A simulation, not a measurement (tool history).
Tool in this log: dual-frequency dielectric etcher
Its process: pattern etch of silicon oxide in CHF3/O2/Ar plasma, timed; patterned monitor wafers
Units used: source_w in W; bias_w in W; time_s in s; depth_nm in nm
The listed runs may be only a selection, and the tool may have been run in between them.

run 1 hour=0 | source_w=840 bias_w=229 time_s=497.5 | depth_nm=1126.8
run 2 hour=7.4 | source_w=960 bias_w=229 time_s=497.5 | depth_nm=1215.2
run 3 hour=8.2 | source_w=960 bias_w=203 time_s=497.5 | depth_nm=1198.1
run 4 hour=14.3 | source_w=960 bias_w=237 time_s=497.5 | depth_nm=1237.3
run 5 hour=20.3 | source_w=990 bias_w=238 time_s=497.5 | depth_nm=1237.7
run 6 hour=24.8 | source_w=990 bias_w=238 time_s=497.5 | depth_nm=1257.4

The next listed run, before its measurement:
run 7 hour=27.9 | source_w=1010 bias_w=239 time_s=497.5 | depth_nm=?

depth_nm: 1275.1 nm
